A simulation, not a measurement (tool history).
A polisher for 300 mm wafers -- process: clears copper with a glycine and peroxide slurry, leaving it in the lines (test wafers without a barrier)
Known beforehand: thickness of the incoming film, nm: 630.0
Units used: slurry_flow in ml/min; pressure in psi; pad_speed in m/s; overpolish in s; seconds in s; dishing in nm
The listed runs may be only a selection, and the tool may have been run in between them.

run,hour,slurry_flow,pressure,pad_speed,overpolish,seconds,dishing
1,0.0,275,2.9,1.28,10,75.836,50.236
2,1.7,275,2.7,1.26,11,80.858,50.856
3,9.8,275,2.7,1.26,15,81.541,63.941
4,14.1,275,2.5,1.24,15,86.095,61.386
5,19.5,275,2.4,1.22,15,88.315,57.384
6,27.4,275,3.1,1.22,15,74.372,69.642

Run 7, settings as shown, results not yet in. Your forecast:
7,36.2,275,2.3,1.00,18,?,?

{"run 7": {"seconds": 109.67, "dishing": 58.124}}
